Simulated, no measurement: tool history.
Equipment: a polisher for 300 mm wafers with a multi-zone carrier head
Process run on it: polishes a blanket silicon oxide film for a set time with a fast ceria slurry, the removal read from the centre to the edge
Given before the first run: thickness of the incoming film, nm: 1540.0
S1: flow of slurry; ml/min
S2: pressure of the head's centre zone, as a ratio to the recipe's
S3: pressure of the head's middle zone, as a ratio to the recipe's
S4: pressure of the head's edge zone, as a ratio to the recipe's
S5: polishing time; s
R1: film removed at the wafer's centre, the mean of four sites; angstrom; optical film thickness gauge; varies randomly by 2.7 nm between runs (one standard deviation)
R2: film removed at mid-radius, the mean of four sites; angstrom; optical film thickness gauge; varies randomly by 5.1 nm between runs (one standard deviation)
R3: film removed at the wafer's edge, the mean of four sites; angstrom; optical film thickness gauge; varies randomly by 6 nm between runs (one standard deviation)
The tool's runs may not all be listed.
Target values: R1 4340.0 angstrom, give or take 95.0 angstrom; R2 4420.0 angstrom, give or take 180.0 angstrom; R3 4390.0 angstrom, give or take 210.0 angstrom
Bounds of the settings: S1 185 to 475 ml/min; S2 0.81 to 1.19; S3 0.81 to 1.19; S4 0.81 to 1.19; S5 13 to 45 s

Run 1, hour 0.0: S1 305 ml/min, S2 1.00, S3 1.00, S4 1.00, S5 29 s. Result: R1 5172.1 angstrom, R2 5205.8 angstrom, R3 5309.7 angstrom.
Run 2, hour 5.6: S1 305 ml/min, S2 1.00, S3 0.97, S4 1.00, S5 29 s. Result: R1 5217.2 angstrom, R2 5092.5 angstrom, R3 5270.8 angstrom.
Run 3, hour 8.8: S1 300 ml/min, S2 0.98, S3 0.95, S4 0.96, S5 28 s. Result: R1 4872.3 angstrom, R2 4870.6 angstrom, R3 4943.4 angstrom.
Run 4, hour 11.5: S1 295 ml/min, S2 0.97, S3 0.93, S4 0.94, S5 28 s. Result: R1 4822.9 angstrom, R2 4690.4 angstrom, R3 5028.2 angstrom.
Run 5, hour 17.6: S1 300 ml/min, S2 0.97, S3 0.94, S4 0.92, S5 27 s. Result: R1 4643.3 angstrom, R2 4662.7 angstrom, R3 4574.8 angstrom.
Run 6, hour 22.4: S1 300 ml/min, S2 0.97, S3 1.01, S4 0.92, S5 27 s. Result: R1 4678.8 angstrom, R2 4938.8 angstrom, R3 4690.6 angstrom.
Run 7, hour 23.1: S1 295 ml/min, S2 0.96, S3 0.99, S4 0.91, S5 27 s. Result: R1 4627.1 angstrom, R2 4750.9 angstrom, R3 4618.0 angstrom.
Run 8, hour 29.2: S1 285 ml/min, S2 0.95, S3 0.98, S4 0.90, S5 27 s. Result: R1 4598.1 angstrom, R2 4870.3 angstrom, R3 4579.9 angstrom.
Run 9, hour 32.6: S1 285 ml/min, S2 0.95, S3 0.98, S4 0.90, S5 27 s. Result: R1 4544.9 angstrom, R2 4741.4 angstrom, R3 4562.5 angstrom.

Exactly one of the 4 candidate moves below puts every result within its allowed miss. Which one?
Run A, hour 36.0: S1 325 ml/min, S2 0.97, S3 0.97, S4 0.96, S5 25 s. Result: R1 ?, R2 ?, R3 ?.
Run B, hour 36.0: S1 295 ml/min, S2 1.04, S3 0.88, S4 0.91, S5 26 s. Result: R1 ?, R2 ?, R3 ?.
Run C, hour 36.0: S1 305 ml/min, S2 0.95, S3 0.85, S4 0.93, S5 27 s. Result: R1 ?, R2 ?, R3 ?.
Run D, hour 36.0: S1 305 ml/min, S2 0.99, S3 0.90, S4 0.97, S5 27 s. Result: R1 ?, R2 ?, R3 ?.

move      R1      R2      R3
   A  4385.8  4433.1  4437.7
   B  4849.8  4265.8  4480.0
   C  4609.9  4336.5  4710.5
   D  4807.1  4513.8  4802.1
A: every result within its allowed miss
B: the biggest miss grows against the last run
C: the biggest miss grows against the last run
D: the biggest miss grows against the last run
Answer: A
